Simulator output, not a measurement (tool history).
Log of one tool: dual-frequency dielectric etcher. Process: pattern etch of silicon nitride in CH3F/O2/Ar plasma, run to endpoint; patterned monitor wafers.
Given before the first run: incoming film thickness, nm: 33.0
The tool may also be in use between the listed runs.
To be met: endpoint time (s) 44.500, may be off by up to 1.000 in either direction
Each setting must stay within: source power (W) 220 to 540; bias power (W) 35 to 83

run 1 hour=0.0 | source_power_(W)=380 bias_power_(W)=59 | endpoint_time_(s)=49.941
run 2 hour=3.7 | source_power_(W)=410 bias_power_(W)=60 | endpoint_time_(s)=48.784
run 3 hour=12.5 | source_power_(W)=410 bias_power_(W)=51 | endpoint_time_(s)=50.626
run 4 hour=20.3 | source_power_(W)=450 bias_power_(W)=51 | endpoint_time_(s)=49.150
run 5 hour=27.4 | source_power_(W)=390 bias_power_(W)=51 | endpoint_time_(s)=51.987
run 6 hour=28.0 | source_power_(W)=390 bias_power_(W)=59 | endpoint_time_(s)=49.897
run 7 hour=29.4 | source_power_(W)=420 bias_power_(W)=60 | endpoint_time_(s)=48.140
run 8 hour=34.7 | source_power_(W)=440 bias_power_(W)=61 | endpoint_time_(s)=46.351
run 9 hour=38.1 | source_power_(W)=450 bias_power_(W)=61 | endpoint_time_(s)=46.880

Which one of the following 4 next-run settings gets every result inside its allowed miss? There is exactly one.
run A hour=41.5 | source_power_(W)=480 bias_power_(W)=51 | endpoint_time_(s)=?
run B hour=41.5 | source_power_(W)=490 bias_power_(W)=63 | endpoint_time_(s)=?
run C hour=41.5 | source_power_(W)=430 bias_power_(W)=62 | endpoint_time_(s)=?
run D hour=41.5 | source_power_(W)=490 bias_power_(W)=54 | endpoint_time_(s)=?

move=A endpoint_time_(s)=47.792
move=B endpoint_time_(s)=44.694
move=C endpoint_time_(s)=47.279
move=D endpoint_time_(s)=46.672
A: the biggest miss grows against the last run
B: in spec on every target
C: the biggest miss grows against the last run
D: closes in on the targets versus the last run, not all within tolerance yet
The move that meets every target is B.

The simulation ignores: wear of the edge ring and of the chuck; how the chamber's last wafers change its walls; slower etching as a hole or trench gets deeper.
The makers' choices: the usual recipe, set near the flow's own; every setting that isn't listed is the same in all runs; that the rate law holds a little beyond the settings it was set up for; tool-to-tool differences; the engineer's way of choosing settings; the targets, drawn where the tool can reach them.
